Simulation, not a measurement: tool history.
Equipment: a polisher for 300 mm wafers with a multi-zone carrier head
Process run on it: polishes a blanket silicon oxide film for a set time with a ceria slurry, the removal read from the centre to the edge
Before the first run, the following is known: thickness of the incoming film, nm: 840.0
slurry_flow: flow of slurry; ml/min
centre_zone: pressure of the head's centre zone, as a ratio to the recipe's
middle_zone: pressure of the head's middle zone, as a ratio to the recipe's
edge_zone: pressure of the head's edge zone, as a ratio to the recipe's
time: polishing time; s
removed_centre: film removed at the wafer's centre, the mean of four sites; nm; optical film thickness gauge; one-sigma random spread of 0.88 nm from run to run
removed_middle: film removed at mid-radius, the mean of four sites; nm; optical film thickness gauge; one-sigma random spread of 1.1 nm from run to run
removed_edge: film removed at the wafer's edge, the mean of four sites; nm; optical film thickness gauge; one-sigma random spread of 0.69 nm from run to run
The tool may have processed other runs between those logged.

Run 1, hour 0: slurry_flow 215 ml/min, centre_zone 1, middle_zone 1, edge_zone 1, time 39 s. Result: removed_centre 177.07 nm, removed_middle 174.74 nm, removed_edge 181.08 nm.
Run 2, hour 6.3: slurry_flow 215 ml/min, centre_zone 1, middle_zone 1, edge_zone 0.93, time 39 s. Result: removed_centre 174.42 nm, removed_middle 178.54 nm, removed_edge 175.57 nm.
Run 3, hour 10.2: slurry_flow 215 ml/min, centre_zone 0.95, middle_zone 1, edge_zone 0.93, time 39 s. Result: removed_centre 164.04 nm, removed_middle 174.56 nm, removed_edge 176.21 nm.
Run 4, hour 18.4: slurry_flow 195 ml/min, centre_zone 0.98, middle_zone 0.95, edge_zone 0.93, time 34 s. Result: removed_centre 147.78 nm, removed_middle 145.62 nm, removed_edge 152.69 nm.
Run 5, hour 26.5: slurry_flow 145 ml/min, centre_zone 0.98, middle_zone 0.95, edge_zone 0.93, time 34 s. Result: removed_centre 138.8 nm, removed_middle 138.58 nm, removed_edge 147.78 nm.
Run 6, hour 32.8: slurry_flow 145 ml/min, centre_zone 1.01, middle_zone 0.92, edge_zone 0.93, time 30 s. Result: removed_centre 126.47 nm, removed_middle 119.22 nm, removed_edge 127.81 nm.
Run 7, hour 34.5: slurry_flow 140 ml/min, centre_zone 1.03, middle_zone 0.89, edge_zone 0.95, time 28 s. Result: removed_centre 119.1 nm, removed_middle 105.38 nm, removed_edge 121.5 nm.
At hour 39.5: edge zone pressure recalibrated.
Run 8, hour 39.5: slurry_flow 140 ml/min, centre_zone 1.05, middle_zone 0.87, edge_zone 0.94, time 27 s. Result: removed_centre 118.15 nm, removed_middle 102.12 nm, removed_edge 112.46 nm.

Run 9 comes next. What will it give?
Run 9, hour 43.4: slurry_flow 130 ml/min, centre_zone 1.11, middle_zone 0.81, edge_zone 1.04, time 20 s. Result: removed_centre ?, removed_middle ?, removed_edge ?.

For run 9 the tool returned removed_centre 88.881 nm, removed_middle 72.434 nm, removed_edge 84.781 nm.
